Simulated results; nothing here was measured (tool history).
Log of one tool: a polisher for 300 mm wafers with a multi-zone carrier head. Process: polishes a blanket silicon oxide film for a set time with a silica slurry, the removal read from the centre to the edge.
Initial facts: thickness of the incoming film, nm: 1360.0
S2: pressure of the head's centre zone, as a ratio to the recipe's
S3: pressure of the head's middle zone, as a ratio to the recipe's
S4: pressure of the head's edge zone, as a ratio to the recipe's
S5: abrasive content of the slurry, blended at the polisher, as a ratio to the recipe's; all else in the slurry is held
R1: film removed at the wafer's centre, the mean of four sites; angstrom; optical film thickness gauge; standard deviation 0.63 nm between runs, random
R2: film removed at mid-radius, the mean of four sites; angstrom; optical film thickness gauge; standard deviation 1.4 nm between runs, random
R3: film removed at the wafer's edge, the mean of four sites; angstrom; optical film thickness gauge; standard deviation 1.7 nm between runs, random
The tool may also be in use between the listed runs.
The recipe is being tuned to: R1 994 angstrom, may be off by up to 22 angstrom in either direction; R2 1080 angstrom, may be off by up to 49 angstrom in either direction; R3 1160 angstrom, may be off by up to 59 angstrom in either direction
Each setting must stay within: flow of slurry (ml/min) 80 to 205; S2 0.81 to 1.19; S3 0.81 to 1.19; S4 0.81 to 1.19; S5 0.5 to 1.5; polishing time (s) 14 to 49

Run 1, hour 0: flow of slurry (ml/min) 135, S2 1, S3 1, S4 1, S5 1, polishing time (s) 31. Result: R1 1264.5 angstrom, R2 1268.3 angstrom, R3 1256.9 angstrom.
Run 2, hour 2.6: flow of slurry (ml/min) 135, S2 1, S3 1, S4 1, S5 1.2, polishing time (s) 31. Result: R1 1384.8 angstrom, R2 1365.5 angstrom, R3 1353.1 angstrom.
Run 3, hour 10.8: flow of slurry (ml/min) 125, S2 0.95, S3 0.96, S4 0.97, S5 1.15, polishing time (s) 31. Result: R1 1254.7 angstrom, R2 1234.1 angstrom, R3 1332.9 angstrom.
Run 4, hour 13.8: flow of slurry (ml/min) 120, S2 0.92, S3 0.97, S4 0.94, S5 1.1, polishing time (s) 31. Result: R1 1185.8 angstrom, R2 1239.7 angstrom, R3 1290.5 angstrom.
Run 5, hour 14.3: flow of slurry (ml/min) 115, S2 0.9, S3 0.96, S4 0.92, S5 1.05, polishing time (s) 31. Result: R1 1136.3 angstrom, R2 1169 angstrom, R3 1264.3 angstrom.
Run 6, hour 23: flow of slurry (ml/min) 125, S2 0.9, S3 0.96, S4 0.92, S5 1.05, polishing time (s) 31. Result: R1 1167.7 angstrom, R2 1206.6 angstrom, R3 1291.8 angstrom.
Run 7, hour 29.2: flow of slurry (ml/min) 115, S2 0.89, S3 0.96, S4 0.92, S5 1, polishing time (s) 31. Result: R1 1096.6 angstrom, R2 1172.4 angstrom, R3 1220 angstrom.
Run 8, hour 37.1: flow of slurry (ml/min) 105, S2 0.88, S3 0.95, S4 0.92, S5 1, polishing time (s) 31. Result: R1 1050.3 angstrom, R2 1143.5 angstrom, R3 1178.2 angstrom.
Run 9, hour 44.6: flow of slurry (ml/min) 100, S2 0.87, S3 0.93, S4 0.92, S5 1, polishing time (s) 31. Result: R1 1031.2 angstrom, R2 1093.5 angstrom, R3 1192.2 angstrom.
Run 10, hour 50.7: flow of slurry (ml/min) 100, S2 0.87, S3 0.93, S4 0.92, S5 1, polishing time (s) 31. Result: R1 1032.1 angstrom, R2 1062.4 angstrom, R3 1207.8 angstrom.

Which of these 5 next moves meets every target?
Run A, hour 56.8: flow of slurry (ml/min) 85, S2 0.93, S3 0.87, S4 0.88, S5 0.95, polishing time (s) 34. Result: R1 ?, R2 ?, R3 ?.
Run B, hour 56.8: flow of slurry (ml/min) 85, S2 0.95, S3 0.96, S4 0.96, S5 0.95, polishing time (s) 34. Result: R1 ?, R2 ?, R3 ?.
Run C, hour 56.8: flow of slurry (ml/min) 105, S2 0.92, S3 0.92, S4 0.89, S5 0.9, polishing time (s) 31. Result: R1 ?, R2 ?, R3 ?.
Run D, hour 56.8: flow of slurry (ml/min) 120, S2 0.85, S3 0.84, S4 1.02, S5 1.05, polishing time (s) 30. Result: R1 ?, R2 ?, R3 ?.
Run E, hour 56.8: flow of slurry (ml/min) 100, S2 0.88, S3 0.97, S4 0.96, S5 1.25, polishing time (s) 27. Result: R1 ?, R2 ?, R3 ?.

move      R1      R2      R3
   A  1088.4  1065.4  1213.3
   B  1108.6  1156.1  1250.1
   C  1046.2  1068.8  1136.8
   D  1062.2  1069.3  1274.5
   E   995.2  1105.1  1160.3
A: its largest miss is bigger than the last run's
B: its largest miss is bigger than the last run's
C: its largest miss is bigger than the last run's
D: its largest miss is bigger than the last run's
E: all results land within tolerance of their targets
Move E is the one to make.

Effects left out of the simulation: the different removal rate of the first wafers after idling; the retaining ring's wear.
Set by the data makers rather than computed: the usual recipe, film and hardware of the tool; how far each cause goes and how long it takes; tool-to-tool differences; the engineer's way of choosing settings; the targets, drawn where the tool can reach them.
